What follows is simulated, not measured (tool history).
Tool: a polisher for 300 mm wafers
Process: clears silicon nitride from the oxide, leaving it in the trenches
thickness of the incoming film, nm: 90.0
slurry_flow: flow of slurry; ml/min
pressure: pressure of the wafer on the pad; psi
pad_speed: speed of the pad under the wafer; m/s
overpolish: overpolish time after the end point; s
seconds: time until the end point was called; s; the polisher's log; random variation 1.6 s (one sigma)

{"run": 1, "hour": 0.0, "slurry_flow": 150, "pressure": 2.1, "pad_speed": 0.88, "overpolish": 4, "seconds": 187.63}
{"run": 2, "hour": 0.6, "slurry_flow": 150, "pressure": 2.1, "pad_speed": 0.88, "overpolish": 4, "seconds": 186.4}
{"run": 3, "hour": 7.1, "slurry_flow": 150, "pressure": 2.3, "pad_speed": 0.9, "overpolish": 4, "seconds": 167.52}
{"run": 4, "hour": 10.7, "slurry_flow": 120, "pressure": 2.3, "pad_speed": 0.9, "overpolish": 4, "seconds": 180.47}
{"run": 5, "hour": 19.1, "slurry_flow": 130, "pressure": 2.5, "pad_speed": 0.9, "overpolish": 4, "seconds": 170.58}
{"run": 6, "hour": 20.5, "slurry_flow": 140, "pressure": 2.6, "pad_speed": 0.94, "overpolish": 4, "seconds": 157.16}

Forecast run 7:
{"hour": 26.6, "done": "head pressure recalibrated"}
{"run": 7, "hour": 26.6, "slurry_flow": 145, "pressure": 2.7, "pad_speed": 0.98, "overpolish": 4, "seconds": "?"}

{"run 7": {"seconds": 133.78}}
